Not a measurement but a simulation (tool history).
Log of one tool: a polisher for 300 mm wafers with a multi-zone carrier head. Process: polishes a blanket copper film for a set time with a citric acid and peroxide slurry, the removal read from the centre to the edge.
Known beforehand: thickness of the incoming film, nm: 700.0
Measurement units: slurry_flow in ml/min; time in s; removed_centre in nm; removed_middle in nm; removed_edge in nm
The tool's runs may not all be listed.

| run | hour | slurry_flow | centre_zone | middle_zone | edge_zone | slurry_solids | time | removed_centre | removed_middle | removed_edge |
|---|---|---|---|---|---|---|---|---|---|---|
| 1 | 0.0 | 250 | 1.00 | 1.00 | 1.00 | 1.00 | 54 | 107.630 | 106.220 | 103.310 |
| 2 | 8.2 | 245 | 1.01 | 0.97 | 1.00 | 0.95 | 54 | 106.850 | 100.770 | 105.130 |
| 3 | 9.9 | 245 | 0.92 | 0.97 | 1.00 | 0.95 | 54 | 100.780 | 100.430 | 106.930 |
| 4 | 16.0 | 245 | 0.92 | 0.97 | 1.00 | 0.95 | 42 | 77.710 | 79.268 | 80.848 |
| 5 | 17.2 | 250 | 0.95 | 0.95 | 1.02 | 1.00 | 43 | 82.614 | 78.641 | 87.706 |
| 6 | 21.4 | 260 | 0.99 | 0.95 | 1.02 | 1.05 | 43 | 88.607 | 81.180 | 88.236 |
| 7 | 26.0 | 275 | 1.01 | 0.94 | 1.03 | 1.05 | 43 | 90.912 | 82.714 | 87.382 |
| 8 | 28.6 | 280 | 1.02 | 0.93 | 1.04 | 1.10 | 43 | 91.581 | 81.496 | 91.652 |
| 9 | 34.4 | 290 | 1.04 | 0.92 | 1.04 | 1.10 | 43 | 94.659 | 80.460 | 89.981 |
| 10 | 41.0 | 295 | 1.05 | 0.92 | 1.05 | 1.10 | 43 | 95.581 | 81.623 | 91.577 |
| 11 | 45.8 | 300 | 1.06 | 0.92 | 1.06 | 1.10 | 43 | 97.313 | 81.744 | 88.975 |

Forecast run 12:
| 12 | 47.7 | 300 | 1.06 | 0.91 | 1.06 | 1.15 | 43 | ? | ? | ? |

Run 12 measured removed_centre 97.579 nm, removed_middle 81.615 nm, removed_edge 91.753 nm.

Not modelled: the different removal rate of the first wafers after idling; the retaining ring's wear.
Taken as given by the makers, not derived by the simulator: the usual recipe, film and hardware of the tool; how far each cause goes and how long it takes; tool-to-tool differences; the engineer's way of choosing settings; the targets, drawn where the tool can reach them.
